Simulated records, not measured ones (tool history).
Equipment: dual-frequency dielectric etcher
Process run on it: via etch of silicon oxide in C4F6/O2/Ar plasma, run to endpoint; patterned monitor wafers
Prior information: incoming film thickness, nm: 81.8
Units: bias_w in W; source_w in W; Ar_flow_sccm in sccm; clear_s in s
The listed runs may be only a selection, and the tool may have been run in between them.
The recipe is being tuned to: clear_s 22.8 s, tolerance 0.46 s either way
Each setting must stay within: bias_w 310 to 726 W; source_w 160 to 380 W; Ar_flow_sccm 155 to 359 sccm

{"run": 1, "day": 0.0, "bias_w": 518, "source_w": 270, "Ar_flow_sccm": 257, "clear_s": 19.55}
{"run": 2, "day": 0.138, "bias_w": 610, "source_w": 270, "Ar_flow_sccm": 257, "clear_s": 18.694}
{"run": 3, "day": 0.471, "bias_w": 688, "source_w": 270, "Ar_flow_sccm": 257, "clear_s": 17.966}
{"run": 4, "day": 0.783, "bias_w": 688, "source_w": 270, "Ar_flow_sccm": 214, "clear_s": 17.534}
{"run": 5, "day": 0.979, "bias_w": 688, "source_w": 270, "Ar_flow_sccm": 182, "clear_s": 17.163}
{"run": 6, "day": 1.333, "bias_w": 726, "source_w": 270, "Ar_flow_sccm": 182, "clear_s": 16.745}
{"run": 7, "day": 1.462, "bias_w": 673, "source_w": 260, "Ar_flow_sccm": 185, "clear_s": 17.685}
{"run": 8, "day": 1.692, "bias_w": 628, "source_w": 250, "Ar_flow_sccm": 186, "clear_s": 18.475}
{"run": 9, "day": 1.971, "bias_w": 524, "source_w": 210, "Ar_flow_sccm": 193, "clear_s": 21.952}

Below are 4 possible settings for the next run. Only one of them brings all results inside the allowed miss of their targets. Which is it?
{"run": "A", "day": 2.25, "bias_w": 639, "source_w": 190, "Ar_flow_sccm": 160, "clear_s": "?"}
{"run": "B", "day": 2.25, "bias_w": 536, "source_w": 220, "Ar_flow_sccm": 210, "clear_s": "?"}
{"run": "C", "day": 2.25, "bias_w": 547, "source_w": 200, "Ar_flow_sccm": 249, "clear_s": "?"}
{"run": "D", "day": 2.25, "bias_w": 689, "source_w": 200, "Ar_flow_sccm": 190, "clear_s": "?"}

move=A clear_s=21.176
move=B clear_s=21.411
move=C clear_s=23.098
move=D clear_s=20.501
A: misses by more than the last run did
B: misses by more than the last run did
C: every result within its allowed miss
D: misses by more than the last run did
Move C is the one to make.
